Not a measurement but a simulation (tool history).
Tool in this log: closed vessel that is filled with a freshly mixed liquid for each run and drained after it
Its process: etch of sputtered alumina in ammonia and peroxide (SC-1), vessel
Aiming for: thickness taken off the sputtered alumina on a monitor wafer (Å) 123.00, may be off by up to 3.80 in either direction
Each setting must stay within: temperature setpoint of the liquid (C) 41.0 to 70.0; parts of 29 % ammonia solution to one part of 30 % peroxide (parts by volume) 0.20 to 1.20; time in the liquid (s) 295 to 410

| run | hour | temperature setpoint of the liquid (C) | parts of 29 % ammonia solution to one part of 30 % peroxide (parts by volume) | time in the liquid (s) | thickness taken off the sputtered alumina on a monitor wafer (Å) |
|---|---|---|---|---|---|
| 1 | 0.0 | 57.0 | 0.90 | 410 | 232.44 |
| 2 | 1.0 | 57.0 | 1.05 | 410 | 236.26 |
| 3 | 5.3 | 62.5 | 1.05 | 410 | 310.12 |
| 4 | 7.2 | 55.5 | 1.05 | 410 | 215.13 |
| 5 | 8.7 | 53.5 | 1.05 | 410 | 194.30 |
| 6 | 17.4 | 51.5 | 1.05 | 410 | 175.55 |
| 7 | 19.0 | 50.0 | 1.05 | 410 | 161.21 |
| 8 | 23.7 | 49.0 | 1.05 | 410 | 152.66 |
| 9 | 24.7 | 48.0 | 1.05 | 410 | 142.54 |
| 10 | 31.3 | 47.5 | 1.05 | 410 | 139.30 |
| 11 | 40.0 | 47.0 | 1.05 | 410 | 135.79 |
| 12 | 46.1 | 46.5 | 1.05 | 410 | 131.94 |
| 13 | 49.3 | 46.0 | 1.05 | 410 | 129.10 |

Of the 4 settings listed for the next run, only one would bring every result within its allowed miss of target. Which one?
| A | 52.5 | 47.0 | 1.00 | 410 | ? |
| B | 52.5 | 47.0 | 0.80 | 410 | ? |
| C | 52.5 | 46.5 | 1.20 | 410 | ? |
| D | 52.5 | 45.5 | 1.05 | 400 | ? |

| move | thickness taken off the sputtered alumina on a monitor wafer (Å) |
|---|---|
| A | 136.62 |
| B | 133.74 |
| C | 135.17 |
| D | 123.04 |
A: further off than the last run
B: further off than the last run
C: further off than the last run
D: each result inside its tolerance
The move that meets every target is D.

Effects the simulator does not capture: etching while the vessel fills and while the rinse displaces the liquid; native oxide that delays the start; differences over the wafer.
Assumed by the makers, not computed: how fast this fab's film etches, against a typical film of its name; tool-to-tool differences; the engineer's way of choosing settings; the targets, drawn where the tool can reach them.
